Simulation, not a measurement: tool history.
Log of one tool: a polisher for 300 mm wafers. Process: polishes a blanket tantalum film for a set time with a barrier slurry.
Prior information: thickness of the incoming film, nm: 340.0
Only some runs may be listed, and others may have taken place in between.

run	hour	flow of slurry (ml/min)	pressure of the wafer on the pad (psi)	speed of the pad under the wafer (cm/s)	abrasive content of the slurry	polishing time (s)	film removed (Å)
1	0.0	265	1.8	124	1.0	37	806.57
2	8.0	265	1.5	114	1.0	37	629.32
3	10.7	265	1.5	114	1.0	39	678.77
4	18.3	240	1.5	114	1.0	39	663.92
5	26.8	240	1.5	146	1.0	39	817.12
6	32.4	235	1.3	128	1.0	39	637.14

Run 7 is up next; what results do you expect?
7	40.8	225	1.1	116	1.0	39	?

film removed (Å): 509.99

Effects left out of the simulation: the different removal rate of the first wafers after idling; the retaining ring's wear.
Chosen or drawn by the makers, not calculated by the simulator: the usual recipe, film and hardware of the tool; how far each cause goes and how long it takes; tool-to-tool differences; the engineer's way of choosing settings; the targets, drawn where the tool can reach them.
